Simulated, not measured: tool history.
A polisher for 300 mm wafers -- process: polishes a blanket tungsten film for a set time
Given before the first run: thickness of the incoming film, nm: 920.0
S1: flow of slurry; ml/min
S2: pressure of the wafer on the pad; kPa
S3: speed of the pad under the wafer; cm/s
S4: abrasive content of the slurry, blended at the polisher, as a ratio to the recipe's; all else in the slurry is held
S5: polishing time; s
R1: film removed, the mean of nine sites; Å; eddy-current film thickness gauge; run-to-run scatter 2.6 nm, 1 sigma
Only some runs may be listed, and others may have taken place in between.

run,hour,S1,S2,S3,S4,S5,R1
1,0,130,29.6,84,1,44,2091.9
2,8.7,140,32.4,84,1,44,2310.5
3,11,140,32.4,74,1,44,2056.1
4,18.4,145,35.9,74,1,44,2247.3
5,21.1,145,35.9,74,1,46,2365.5
6,30,145,33.1,74,1,46,2205.3
7,35.2,150,36.5,74,1,46,2445.8
8,43.3,155,38.6,74,1,46,2537.6
9,48.8,155,40.7,74,1,46,2694.4
10,57.9,155,42.1,74,1,46,2734.9
11,62.1,160,42.7,74,1,46,2843.3

For run 12, what comes out?
12,71.1,160,43.4,74,1,46,?

R1: 2868 Å
